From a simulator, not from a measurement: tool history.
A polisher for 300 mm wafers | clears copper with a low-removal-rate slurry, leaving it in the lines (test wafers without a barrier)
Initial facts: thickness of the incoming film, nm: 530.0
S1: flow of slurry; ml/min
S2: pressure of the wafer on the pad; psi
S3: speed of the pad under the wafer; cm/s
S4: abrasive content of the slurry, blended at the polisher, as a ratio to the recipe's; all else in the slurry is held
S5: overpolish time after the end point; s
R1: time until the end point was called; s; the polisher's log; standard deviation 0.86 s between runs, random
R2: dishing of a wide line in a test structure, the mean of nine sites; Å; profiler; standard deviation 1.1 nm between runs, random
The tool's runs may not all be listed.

run	hour	S1	S2	S3	S4	S5	R1	R2
1	0.0	260	3.9	142	1.00	11	122.360	313.95
2	1.0	260	3.9	142	0.85	11	126.750	304.82
3	1.8	260	4.2	142	0.85	11	120.250	324.36
4	8.9	260	4.4	144	0.85	11	113.060	333.83
5	11.5	260	4.4	144	0.85	8	110.790	259.13
6	20.3	260	4.6	146	0.85	9	104.200	302.96
7	24.4	260	4.8	146	0.85	10	99.755	355.18
8	30.2	260	5.0	146	0.85	10	96.203	351.14

The next listed run, before its measurement:
9	37.3	260	5.1	146	0.85	10	?	?

R1: 96.389 s
R2: 355.79 Å
